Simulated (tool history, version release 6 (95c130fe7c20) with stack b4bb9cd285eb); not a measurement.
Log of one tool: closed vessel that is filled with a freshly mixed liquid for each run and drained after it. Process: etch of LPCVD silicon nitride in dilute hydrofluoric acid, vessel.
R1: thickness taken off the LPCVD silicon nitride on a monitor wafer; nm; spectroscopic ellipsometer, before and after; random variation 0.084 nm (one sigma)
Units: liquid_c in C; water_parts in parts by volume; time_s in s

{"run": 1, "hour": 0.0, "liquid_c": 21.0, "water_parts": 160, "time_s": 2715, "R1": 7.2415}
{"run": 2, "hour": 5.4, "liquid_c": 21.0, "water_parts": 180, "time_s": 2715, "R1": 6.5114}
{"run": 3, "hour": 10.9, "liquid_c": 24.0, "water_parts": 180, "time_s": 2715, "R1": 7.8493}
{"run": 4, "hour": 15.0, "liquid_c": 25.0, "water_parts": 175, "time_s": 2715, "R1": 8.6705}
{"run": 5, "hour": 19.4, "liquid_c": 25.0, "water_parts": 205, "time_s": 2715, "R1": 7.3057}
{"run": 6, "hour": 23.8, "liquid_c": 26.0, "water_parts": 195, "time_s": 2715, "R1": 8.2629}

The next listed run, before its measurement:
{"run": 7, "hour": 29.5, "liquid_c": 26.5, "water_parts": 190, "time_s": 2715, "R1": "?"}

{"run 7": {"R1": 8.7538}}
